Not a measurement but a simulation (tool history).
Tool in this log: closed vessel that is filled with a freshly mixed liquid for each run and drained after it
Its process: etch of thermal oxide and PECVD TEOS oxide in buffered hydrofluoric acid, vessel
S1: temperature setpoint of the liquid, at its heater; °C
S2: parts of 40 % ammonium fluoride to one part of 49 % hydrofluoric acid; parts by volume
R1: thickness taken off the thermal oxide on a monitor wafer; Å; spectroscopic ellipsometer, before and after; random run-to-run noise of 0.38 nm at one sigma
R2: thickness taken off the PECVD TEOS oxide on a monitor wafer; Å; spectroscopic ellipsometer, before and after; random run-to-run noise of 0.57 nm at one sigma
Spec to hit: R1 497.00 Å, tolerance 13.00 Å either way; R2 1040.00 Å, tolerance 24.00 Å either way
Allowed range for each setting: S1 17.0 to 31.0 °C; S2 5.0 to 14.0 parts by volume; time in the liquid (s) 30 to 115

{"run": 1, "day": 0.0, "S1": 23.0, "S2": 8.5, "time in the liquid (s)": 60, "R1": 757.61, "R2": 1600.6}
{"run": 2, "day": 0.354, "S1": 23.0, "S2": 8.5, "time in the liquid (s)": 35, "R1": 449.64, "R2": 933.43}
{"run": 3, "day": 0.646, "S1": 23.5, "S2": 8.5, "time in the liquid (s)": 35, "R1": 460.03, "R2": 953.99}
{"run": 4, "day": 0.775, "S1": 23.5, "S2": 8.5, "time in the liquid (s)": 30, "R1": 393.32, "R2": 819.59}
{"run": 5, "day": 0.946, "S1": 23.5, "S2": 8.5, "time in the liquid (s)": 45, "R1": 597.35, "R2": 1227.9}
{"run": 6, "day": 1.317, "S1": 26.0, "S2": 8.5, "time in the liquid (s)": 45, "R1": 670.5, "R2": 1399.3}
{"run": 7, "day": 1.583, "S1": 25.0, "S2": 8.5, "time in the liquid (s)": 45, "R1": 645.72, "R2": 1353.4}
{"run": 8, "day": 1.892, "S1": 24.5, "S2": 8.5, "time in the liquid (s)": 45, "R1": 626.23, "R2": 1301.3}
{"run": 9, "day": 2.008, "S1": 24.0, "S2": 8.5, "time in the liquid (s)": 45, "R1": 609.57, "R2": 1263.7}
{"run": 10, "day": 2.188, "S1": 23.5, "S2": 8.5, "time in the liquid (s)": 45, "R1": 604.33, "R2": 1241.5}
{"run": 11, "day": 2.538, "S1": 23.0, "S2": 8.5, "time in the liquid (s)": 45, "R1": 574.15, "R2": 1207.6}
{"run": 12, "day": 2.871, "S1": 22.5, "S2": 8.5, "time in the liquid (s)": 45, "R1": 557.34, "R2": 1171.9}
{"run": 13, "day": 3.021, "S1": 22.0, "S2": 8.5, "time in the liquid (s)": 45, "R1": 543.6, "R2": 1141.6}
{"run": 14, "day": 3.054, "S1": 21.5, "S2": 8.5, "time in the liquid (s)": 45, "R1": 537.95, "R2": 1112.7}
{"run": 15, "day": 3.371, "S1": 21.0, "S2": 8.5, "time in the liquid (s)": 45, "R1": 519.23, "R2": 1077.0}
{"day": 3.396, "done": "thermometer replaced"}
{"run": 16, "day": 3.396, "S1": 20.0, "S2": 8.5, "time in the liquid (s)": 45, "R1": 462.17, "R2": 949.36}
{"run": 17, "day": 3.483, "S1": 20.5, "S2": 8.5, "time in the liquid (s)": 45, "R1": 473.56, "R2": 979.18}
{"run": 18, "day": 3.608, "S1": 21.0, "S2": 8.5, "time in the liquid (s)": 45, "R1": 487.63, "R2": 1011.4}

Which of these 5 next moves meets every target?
{"run": "A", "day": 3.733, "S1": 24.0, "S2": 13.0, "time in the liquid (s)": 55, "R1": "?", "R2": "?"}
{"run": "B", "day": 3.733, "S1": 20.5, "S2": 8.5, "time in the liquid (s)": 45, "R1": "?", "R2": "?"}
{"run": "C", "day": 3.733, "S1": 17.0, "S2": 8.5, "time in the liquid (s)": 55, "R1": "?", "R2": "?"}
{"run": "D", "day": 3.733, "S1": 26.0, "S2": 10.0, "time in the liquid (s)": 40, "R1": "?", "R2": "?"}
{"run": "E", "day": 3.733, "S1": 19.0, "S2": 5.0, "time in the liquid (s)": 30, "R1": "?", "R2": "?"}

move=A R1=475.07 R2=995.53
move=B R1=470.70 R2=986.38
move=C R1=472.20 R2=989.51
move=D R1=497.39 R2=1042.30
move=E R1=474.88 R2=995.12
A: further off than the last run
B: further off than the last run
C: further off than the last run
D: every result lands within tolerance
E: further off than the last run
Correct choice: D, which meets every target

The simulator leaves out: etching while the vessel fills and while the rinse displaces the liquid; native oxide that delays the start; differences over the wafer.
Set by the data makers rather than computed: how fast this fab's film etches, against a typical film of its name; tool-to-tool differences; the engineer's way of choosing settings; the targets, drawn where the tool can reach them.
